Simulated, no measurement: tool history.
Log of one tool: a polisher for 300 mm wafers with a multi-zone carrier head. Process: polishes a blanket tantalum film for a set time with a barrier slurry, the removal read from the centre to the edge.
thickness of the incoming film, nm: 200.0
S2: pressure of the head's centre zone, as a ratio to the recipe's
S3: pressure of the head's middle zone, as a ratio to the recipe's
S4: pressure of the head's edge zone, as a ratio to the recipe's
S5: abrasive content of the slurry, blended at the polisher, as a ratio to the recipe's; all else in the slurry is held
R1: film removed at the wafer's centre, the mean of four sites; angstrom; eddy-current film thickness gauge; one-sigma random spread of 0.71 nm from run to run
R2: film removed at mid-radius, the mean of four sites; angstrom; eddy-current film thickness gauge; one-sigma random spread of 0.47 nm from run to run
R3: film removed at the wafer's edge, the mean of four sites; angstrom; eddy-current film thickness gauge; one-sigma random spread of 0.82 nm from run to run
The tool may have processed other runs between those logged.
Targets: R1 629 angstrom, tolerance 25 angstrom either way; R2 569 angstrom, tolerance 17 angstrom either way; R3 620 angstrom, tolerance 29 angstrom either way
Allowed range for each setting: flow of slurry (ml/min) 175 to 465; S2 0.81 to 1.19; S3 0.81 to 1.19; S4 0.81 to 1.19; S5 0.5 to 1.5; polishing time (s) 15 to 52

run 1 hour=0 | flow_of_slurry_(ml/min)=295 S2=1 S3=1 S4=1 S5=1 polishing_time_(s)=33 | R1=812.57 R2=778.37 R3=771.82
run 2 hour=3 | flow_of_slurry_(ml/min)=290 S2=0.98 S3=0.97 S4=0.98 S5=0.9 polishing_time_(s)=33 | R1=780.07 R2=737.36 R3=746.25
run 3 hour=6.9 | flow_of_slurry_(ml/min)=285 S2=0.96 S3=0.95 S4=0.96 S5=0.8 polishing_time_(s)=33 | R1=728.42 R2=701.97 R3=729.02
run 4 hour=7.6 | flow_of_slurry_(ml/min)=285 S2=0.96 S3=0.94 S4=0.94 S5=0.75 polishing_time_(s)=33 | R1=716.38 R2=685.12 R3=693.13
run 5 hour=16.3 | flow_of_slurry_(ml/min)=285 S2=0.96 S3=0.94 S4=0.94 S5=0.75 polishing_time_(s)=25 | R1=534.48 R2=520.85 R3=533.9
run 6 hour=23.9 | flow_of_slurry_(ml/min)=350 S2=0.96 S3=0.94 S4=0.94 S5=0.75 polishing_time_(s)=25 | R1=553.45 R2=528.41 R3=534.75
run 7 hour=32.7 | flow_of_slurry_(ml/min)=345 S2=0.97 S3=0.94 S4=0.97 S5=0.8 polishing_time_(s)=25 | R1=563.76 R2=534.81 R3=557.34
run 8 hour=39.3 | flow_of_slurry_(ml/min)=345 S2=0.98 S3=0.95 S4=0.99 S5=0.85 polishing_time_(s)=25 | R1=581.85 R2=546.15 R3=553.33
run 9 hour=44.8 | flow_of_slurry_(ml/min)=335 S2=0.98 S3=0.94 S4=1 S5=0.9 polishing_time_(s)=25 | R1=602.62 R2=550.35 R3=579.82
run 10 hour=48.4 | flow_of_slurry_(ml/min)=330 S2=0.98 S3=0.94 S4=1.01 S5=0.9 polishing_time_(s)=25 | R1=593.37 R2=554.55 R3=580.97
run 11 hour=57.1 | flow_of_slurry_(ml/min)=325 S2=0.98 S3=0.94 S4=1.02 S5=0.9 polishing_time_(s)=25 | R1=596.22 R2=547.26 R3=591.66
run 12 hour=64.1 | flow_of_slurry_(ml/min)=325 S2=0.98 S3=0.94 S4=1.03 S5=0.9 polishing_time_(s)=25 | R1=595.41 R2=547.83 R3=594.8
run 13 hour=66.6 | flow_of_slurry_(ml/min)=325 S2=0.99 S3=0.94 S4=1.04 S5=0.9 polishing_time_(s)=25 | R1=607.81 R2=560.71 R3=591.88
run 14 hour=67.2 | flow_of_slurry_(ml/min)=325 S2=0.99 S3=0.94 S4=1.05 S5=0.9 polishing_time_(s)=25 | R1=606.34 R2=557.93 R3=592.87
run 15 hour=75.7 | flow_of_slurry_(ml/min)=325 S2=0.99 S3=0.94 S4=1.06 S5=0.9 polishing_time_(s)=25 | R1=600.31 R2=550.14 R3=603.51

4 candidate next runs follow, results not yet known. Just one meets every target within its allowed miss. Identify it.
run A hour=84.2 | flow_of_slurry_(ml/min)=365 S2=0.98 S3=0.91 S4=1.05 S5=1.5 polishing_time_(s)=23 | R1=? R2=? R3=?
run B hour=84.2 | flow_of_slurry_(ml/min)=310 S2=1 S3=0.85 S4=1.13 S5=0.95 polishing_time_(s)=25 | R1=? R2=? R3=?
run C hour=84.2 | flow_of_slurry_(ml/min)=275 S2=0.95 S3=0.87 S4=1.08 S5=0.9 polishing_time_(s)=25 | R1=? R2=? R3=?
run D hour=84.2 | flow_of_slurry_(ml/min)=350 S2=1.07 S3=0.89 S4=1.1 S5=0.8 polishing_time_(s)=25 | R1=? R2=? R3=?

move=A R1=642.95 R2=568.56 R3=623.66
move=B R1=628.08 R2=517.85 R3=622.63
move=C R1=580.88 R2=513.76 R3=594.35
move=D R1=644.2 R2=512.69 R3=586.2
A: every result within its allowed miss
B: gets the furthest-off result to its target, but another result is out of tolerance
C: moves away from the targets compared with the last run
D: gets the furthest-off result to its target, but another result is out of tolerance
Answer: A

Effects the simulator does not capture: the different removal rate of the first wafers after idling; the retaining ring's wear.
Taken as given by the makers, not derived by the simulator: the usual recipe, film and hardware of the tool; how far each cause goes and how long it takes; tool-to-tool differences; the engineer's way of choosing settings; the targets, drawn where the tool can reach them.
